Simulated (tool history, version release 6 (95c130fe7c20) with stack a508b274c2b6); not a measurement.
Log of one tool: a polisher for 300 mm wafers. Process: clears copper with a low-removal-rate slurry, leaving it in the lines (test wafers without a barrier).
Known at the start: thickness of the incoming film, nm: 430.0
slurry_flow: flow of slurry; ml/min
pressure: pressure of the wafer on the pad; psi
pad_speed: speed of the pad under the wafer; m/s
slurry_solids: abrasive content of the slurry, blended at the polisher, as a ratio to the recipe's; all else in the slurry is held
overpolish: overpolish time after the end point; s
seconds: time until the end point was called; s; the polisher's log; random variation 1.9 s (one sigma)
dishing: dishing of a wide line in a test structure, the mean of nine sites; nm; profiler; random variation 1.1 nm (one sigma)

run 1 hour=0.0 | slurry_flow=125 pressure=4.2 pad_speed=1.08 slurry_solids=1.0 overpolish=20 | seconds=93.474 dishing=57.829
run 2 hour=3.4 | slurry_flow=125 pressure=4.2 pad_speed=1.08 slurry_solids=1.0 overpolish=24 | seconds=95.230 dishing=66.033
run 3 hour=10.7 | slurry_flow=125 pressure=4.1 pad_speed=1.08 slurry_solids=1.0 overpolish=24 | seconds=94.740 dishing=65.422
run 4 hour=15.7 | slurry_flow=125 pressure=3.9 pad_speed=1.08 slurry_solids=1.0 overpolish=25 | seconds=98.354 dishing=62.382
run 5 hour=18.0 | slurry_flow=125 pressure=3.8 pad_speed=1.06 slurry_solids=1.0 overpolish=26 | seconds=103.040 dishing=64.591
run 6 hour=20.9 | slurry_flow=125 pressure=3.7 pad_speed=1.06 slurry_solids=1.0 overpolish=26 | seconds=109.570 dishing=61.967
run 7 hour=22.1 | slurry_flow=125 pressure=3.6 pad_speed=1.06 slurry_solids=1.0 overpolish=26 | seconds=111.820 dishing=60.994
run 8 hour=24.3 | slurry_flow=125 pressure=3.5 pad_speed=1.06 slurry_solids=1.0 overpolish=26 | seconds=110.990 dishing=59.223

Run 9 comes next. What will it give?
run 9 hour=27.7 | slurry_flow=110 pressure=2.7 pad_speed=1.02 slurry_solids=1.0 overpolish=31 | seconds=? dishing=?

Run 9 gave seconds 154.050 s, dishing 53.700 nm.
